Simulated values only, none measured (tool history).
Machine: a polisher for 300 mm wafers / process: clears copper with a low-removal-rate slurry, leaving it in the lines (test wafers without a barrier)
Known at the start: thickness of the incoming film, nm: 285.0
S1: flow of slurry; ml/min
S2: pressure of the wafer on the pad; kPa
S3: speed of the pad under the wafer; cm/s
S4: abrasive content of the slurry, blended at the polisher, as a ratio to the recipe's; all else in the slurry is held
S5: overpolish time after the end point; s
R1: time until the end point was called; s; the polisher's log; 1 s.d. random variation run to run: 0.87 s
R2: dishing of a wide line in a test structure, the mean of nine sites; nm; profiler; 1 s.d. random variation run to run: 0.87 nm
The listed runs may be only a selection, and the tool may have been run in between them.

| run | hour | S1 | S2 | S3 | S4 | S5 | R1 | R2 |
|---|---|---|---|---|---|---|---|---|
| 1 | 0.0 | 145 | 20.7 | 90 | 1.0 | 25 | 114.040 | 38.828 |
| 2 | 4.1 | 145 | 20.7 | 106 | 1.0 | 25 | 99.368 | 42.404 |
| 3 | 12.8 | 145 | 20.7 | 88 | 1.0 | 25 | 117.030 | 37.579 |
| 4 | 16.2 | 150 | 21.4 | 88 | 1.0 | 25 | 112.680 | 38.553 |
| 5 | 23.4 | 150 | 21.4 | 88 | 1.0 | 31 | 112.650 | 46.905 |
| 6 | 26.3 | 155 | 22.1 | 88 | 1.0 | 30 | 109.730 | 47.092 |

Predict the results of run 7:
| 7 | 28.9 | 155 | 22.8 | 88 | 1.0 | 29 | ? | ? |

{"run 7": {"R1": 107.79, "R2": 45.334}}
